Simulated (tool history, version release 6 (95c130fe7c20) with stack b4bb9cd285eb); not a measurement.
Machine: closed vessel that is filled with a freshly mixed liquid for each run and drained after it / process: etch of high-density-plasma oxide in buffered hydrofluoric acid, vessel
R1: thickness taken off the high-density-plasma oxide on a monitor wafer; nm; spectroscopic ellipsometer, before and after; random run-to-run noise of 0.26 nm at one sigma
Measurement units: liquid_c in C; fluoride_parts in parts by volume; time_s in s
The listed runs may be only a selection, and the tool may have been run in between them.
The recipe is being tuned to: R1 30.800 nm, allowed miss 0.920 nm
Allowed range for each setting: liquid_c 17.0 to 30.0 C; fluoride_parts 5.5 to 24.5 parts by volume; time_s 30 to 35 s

Run 1, hour 0.0: liquid_c 22.0 C, fluoride_parts 15.0 parts by volume, time_s 35 s. Result: R1 55.407 nm.
Run 2, hour 4.0: liquid_c 22.0 C, fluoride_parts 11.5 parts by volume, time_s 35 s. Result: R1 70.315 nm.
Run 3, hour 6.2: liquid_c 22.0 C, fluoride_parts 9.0 parts by volume, time_s 35 s. Result: R1 88.519 nm.
Run 4, hour 13.9: liquid_c 22.0 C, fluoride_parts 11.0 parts by volume, time_s 35 s. Result: R1 75.098 nm.
Run 5, hour 19.8: liquid_c 21.0 C, fluoride_parts 13.0 parts by volume, time_s 35 s. Result: R1 59.267 nm.
Run 6, hour 23.5: liquid_c 20.0 C, fluoride_parts 14.0 parts by volume, time_s 35 s. Result: R1 52.416 nm.
Run 7, hour 31.5: liquid_c 19.5 C, fluoride_parts 15.0 parts by volume, time_s 35 s. Result: R1 47.997 nm.
Run 8, hour 33.4: liquid_c 19.0 C, fluoride_parts 16.0 parts by volume, time_s 35 s. Result: R1 43.860 nm.
Run 9, hour 35.9: liquid_c 18.5 C, fluoride_parts 17.0 parts by volume, time_s 35 s. Result: R1 40.376 nm.
Run 10, hour 40.1: liquid_c 18.0 C, fluoride_parts 17.5 parts by volume, time_s 35 s. Result: R1 37.979 nm.

Which single option among these 4 for the next run brings every result within its allowed miss of target? Just one does.
Run A, hour 44.3: liquid_c 17.0 C, fluoride_parts 19.0 parts by volume, time_s 30 s. Result: R1 ?.
Run B, hour 44.3: liquid_c 17.0 C, fluoride_parts 17.5 parts by volume, time_s 30 s. Result: R1 ?.
Run C, hour 44.3: liquid_c 19.0 C, fluoride_parts 13.5 parts by volume, time_s 35 s. Result: R1 ?.
Run D, hour 44.3: liquid_c 21.0 C, fluoride_parts 18.5 parts by volume, time_s 35 s. Result: R1 ?.

move      R1
   A  28.468
   B  30.878
   C  52.111
   D  42.748
A: takes the result that was furthest off past its target
B: meets every target
C: its largest miss is bigger than the last run's
D: its largest miss is bigger than the last run's
Answer: B

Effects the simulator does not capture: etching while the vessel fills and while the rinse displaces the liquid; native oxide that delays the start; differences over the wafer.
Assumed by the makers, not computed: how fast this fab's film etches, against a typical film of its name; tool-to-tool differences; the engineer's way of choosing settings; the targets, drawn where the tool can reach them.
